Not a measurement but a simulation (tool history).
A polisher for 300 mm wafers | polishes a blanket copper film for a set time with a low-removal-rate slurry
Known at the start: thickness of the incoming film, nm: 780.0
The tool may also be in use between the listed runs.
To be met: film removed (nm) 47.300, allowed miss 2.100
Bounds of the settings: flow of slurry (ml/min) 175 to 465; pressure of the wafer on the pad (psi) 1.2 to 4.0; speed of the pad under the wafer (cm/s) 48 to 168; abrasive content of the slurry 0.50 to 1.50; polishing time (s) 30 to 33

| run | hour | flow of slurry (ml/min) | pressure of the wafer on the pad (psi) | speed of the pad under the wafer (cm/s) | abrasive content of the slurry | polishing time (s) | film removed (nm) |
|---|---|---|---|---|---|---|---|
| 1 | 0.0 | 295 | 2.6 | 108 | 1.00 | 33 | 87.210 |
| 2 | 5.9 | 295 | 2.4 | 106 | 1.00 | 33 | 79.879 |
| 3 | 7.8 | 295 | 2.4 | 120 | 1.00 | 33 | 90.016 |
| 4 | 9.0 | 295 | 2.4 | 140 | 1.00 | 33 | 103.740 |
| 5 | 13.0 | 295 | 2.2 | 134 | 1.00 | 33 | 93.969 |
| 6 | 20.8 | 295 | 2.1 | 128 | 1.00 | 33 | 83.477 |
| 7 | 28.9 | 295 | 2.0 | 124 | 1.00 | 33 | 77.576 |
| 8 | 34.2 | 295 | 1.9 | 122 | 1.00 | 33 | 74.907 |

Which of these 5 next moves meets every target?
| A | 39.5 | 275 | 2.0 | 82 | 0.90 | 30 | ? |
| B | 39.5 | 180 | 1.5 | 86 | 0.90 | 30 | ? |
| C | 39.5 | 285 | 1.4 | 126 | 1.00 | 30 | ? |
| D | 39.5 | 340 | 1.5 | 112 | 0.90 | 32 | ? |
| E | 39.5 | 255 | 1.6 | 100 | 1.15 | 30 | ? |

| move | film removed (nm) |
|---|---|
| A | 47.916 |
| B | 38.171 |
| C | 53.834 |
| D | 53.320 |
| E | 50.756 |
A: meets every target
B: takes the result that was furthest off past its target
C: nearer than the last run, and not there yet
D: nearer than the last run, and not there yet
E: nearer than the last run, and not there yet
Answer: A

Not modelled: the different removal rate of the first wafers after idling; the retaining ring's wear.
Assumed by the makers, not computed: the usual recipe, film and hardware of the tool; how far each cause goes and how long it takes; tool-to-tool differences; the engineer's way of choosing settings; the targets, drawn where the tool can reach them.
